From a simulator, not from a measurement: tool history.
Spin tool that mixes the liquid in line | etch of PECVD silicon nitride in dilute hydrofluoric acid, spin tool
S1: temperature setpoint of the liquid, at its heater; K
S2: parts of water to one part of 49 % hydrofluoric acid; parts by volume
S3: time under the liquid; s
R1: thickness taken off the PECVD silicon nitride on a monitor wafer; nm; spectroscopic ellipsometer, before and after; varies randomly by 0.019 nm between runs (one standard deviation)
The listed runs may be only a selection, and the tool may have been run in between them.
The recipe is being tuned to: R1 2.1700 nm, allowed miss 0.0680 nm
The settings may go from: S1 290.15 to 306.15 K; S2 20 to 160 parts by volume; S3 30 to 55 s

run 1 hour=0.0 | S1=298.15 S2=90 S3=55 | R1=3.7140
run 2 hour=3.1 | S1=296.15 S2=90 S3=55 | R1=3.2963
run 3 hour=5.1 | S1=296.15 S2=75 S3=55 | R1=3.8419
run 4 hour=7.9 | S1=294.65 S2=80 S3=55 | R1=3.3072
run 5 hour=15.1 | S1=294.65 S2=80 S3=30 | R1=1.7827
run 6 hour=17.1 | S1=295.15 S2=80 S3=30 | R1=1.8379
run 7 hour=18.3 | S1=295.65 S2=80 S3=30 | R1=1.9004
run 8 hour=27.3 | S1=296.15 S2=80 S3=30 | R1=1.9776
run 9 hour=35.4 | S1=296.65 S2=80 S3=30 | R1=2.0606

Consider the 5 candidate settings below. Which is the only one whose results all fall within their allowed miss of target?
run A hour=43.5 | S1=295.65 S2=75 S3=35 | R1=?
run B hour=43.5 | S1=297.15 S2=100 S3=35 | R1=?
run C hour=43.5 | S1=297.15 S2=85 S3=35 | R1=?
run D hour=43.5 | S1=295.65 S2=95 S3=40 | R1=?
run E hour=43.5 | S1=294.65 S2=75 S3=30 | R1=?

move=A R1=2.3605
move=B R1=1.9656
move=C R1=2.3074
move=D R1=2.1389
move=E R1=1.8908
A: pushes the last run's worst result past its target
B: moves away from the targets compared with the last run
C: pushes the last run's worst result past its target
D: every result lands within tolerance
E: moves away from the targets compared with the last run
The move that meets every target is D.
